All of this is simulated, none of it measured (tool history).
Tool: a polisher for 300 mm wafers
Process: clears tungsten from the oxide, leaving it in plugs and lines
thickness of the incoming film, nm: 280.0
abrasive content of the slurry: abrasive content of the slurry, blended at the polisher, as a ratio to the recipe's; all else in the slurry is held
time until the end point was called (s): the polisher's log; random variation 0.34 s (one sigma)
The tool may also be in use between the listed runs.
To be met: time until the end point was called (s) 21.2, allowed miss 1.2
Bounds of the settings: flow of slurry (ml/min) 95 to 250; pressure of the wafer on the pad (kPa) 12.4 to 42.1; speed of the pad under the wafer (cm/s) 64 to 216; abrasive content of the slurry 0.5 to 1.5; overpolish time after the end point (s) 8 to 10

run,day,flow of slurry (ml/min),pressure of the wafer on the pad (kPa),speed of the pad under the wafer (cm/s),abrasive content of the slurry,overpolish time after the end point (s),time until the end point was called (s)
1,0,160,26.9,140,1,10,32.778
2,0.083,160,28.3,140,1,10,31.138
3,0.183,160,29,140,1,10,31.27
4,0.412,160,29,140,1.15,10,29.98
5,0.788,160,29,140,1.15,10,29.479
6,0.933,125,29,140,1.15,10,30.648
7,1.021,125,29.6,140,1.15,10,29.331
8,1.267,125,37.2,144,1.15,10,24.215

Which of these 4 next moves meets every target?
A,1.512,155,37.2,134,1.2,8,?
B,1.512,130,37.9,120,1.05,10,?
C,1.512,130,33.8,150,1.15,10,?
D,1.512,95,37.2,178,1,10,?

move,time until the end point was called (s)
A,24.399
B,28.319
C,25.064
D,21.453
A: further off than the last run
B: further off than the last run
C: further off than the last run
D: meets every target
Answer: D

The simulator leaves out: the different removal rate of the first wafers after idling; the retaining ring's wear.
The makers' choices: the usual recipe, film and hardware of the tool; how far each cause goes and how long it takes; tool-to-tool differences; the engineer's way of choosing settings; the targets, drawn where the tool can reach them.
